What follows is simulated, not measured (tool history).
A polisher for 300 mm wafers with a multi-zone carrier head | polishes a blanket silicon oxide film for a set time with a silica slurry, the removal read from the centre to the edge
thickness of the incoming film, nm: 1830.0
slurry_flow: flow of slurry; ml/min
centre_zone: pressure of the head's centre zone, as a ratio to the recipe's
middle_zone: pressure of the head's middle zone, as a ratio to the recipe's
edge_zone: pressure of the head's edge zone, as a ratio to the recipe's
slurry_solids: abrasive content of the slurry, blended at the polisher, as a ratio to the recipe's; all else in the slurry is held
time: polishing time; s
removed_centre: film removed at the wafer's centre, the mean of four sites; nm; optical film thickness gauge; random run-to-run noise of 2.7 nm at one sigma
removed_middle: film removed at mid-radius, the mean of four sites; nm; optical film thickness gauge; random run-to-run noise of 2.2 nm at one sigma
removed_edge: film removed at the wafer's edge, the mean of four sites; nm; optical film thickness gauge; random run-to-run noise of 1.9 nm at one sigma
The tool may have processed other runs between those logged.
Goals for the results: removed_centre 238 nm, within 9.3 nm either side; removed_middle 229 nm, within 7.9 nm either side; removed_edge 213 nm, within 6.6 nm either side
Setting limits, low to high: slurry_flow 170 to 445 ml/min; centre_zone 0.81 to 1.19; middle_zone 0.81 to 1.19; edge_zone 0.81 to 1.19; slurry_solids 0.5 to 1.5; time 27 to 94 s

run  hour  slurry_flow  centre_zone  middle_zone  edge_zone  slurry_solids  time  removed_centre  removed_middle  removed_edge
  1     0          285            1            1          1              1    60          269.89          275.64        280.29
  2   6.3          285         1.01            1       0.97           0.95    60          271.13          271.21        262.08
  3   8.1          285         1.01            1       0.92           0.95    60          263.29          269.36        261.99
  4    12          285         1.01            1       0.86           0.95    60          263.69          275.46        248.71
  5  13.7          355         1.01            1       0.86           0.95    60           270.8          281.95        256.14
  6  17.1          355         1.01            1       0.86           0.95    73          332.32          340.18        308.17
  7  18.7          350         1.01         0.99       0.85           0.85    71          307.23          305.23        285.54
  8  21.8          345         1.01            1       0.84            0.8    70          289.87          300.76        270.44
  9  26.7          320         1.06          0.9       0.81           0.55    65          221.17          198.09        191.19
 10  32.3          330         1.06         0.91       0.82           0.55    65          218.44          198.75        193.64
 11  36.5          330         1.06         0.93       0.83           0.55    65          221.54          201.71        193.95
 12  38.1          355         1.05         1.03       0.93           0.65    65          246.58          247.05        233.49

Exercise: of the 5 proposed moves below, exactly one satisfies all targets within the stated allowed misses. Which move is it?
  A  39.7          430         1.04         1.04       1.01            0.7    63               ?               ?             ?
  B  39.7          365         1.09         1.02       0.92            0.6    64               ?               ?             ?
  C  39.7          325         0.91         0.91        0.9           0.85    63               ?               ?             ?
  D  39.7          345         0.92         1.15       0.85           0.65    71               ?               ?             ?
  E  39.7          395         0.97         1.01        0.9           0.75    68               ?               ?             ?

move  removed_centre  removed_middle  removed_edge
   A          250.39          263.45         248.2
   B          236.86           235.6        216.36
   C          242.48          259.43        258.77
   D           237.2          302.25        242.73
   E          262.94           287.9        263.28
A: misses by more than the last run did
B: meets every target
C: misses by more than the last run did
D: misses by more than the last run did
E: misses by more than the last run did
Go with B: it meets all targets.
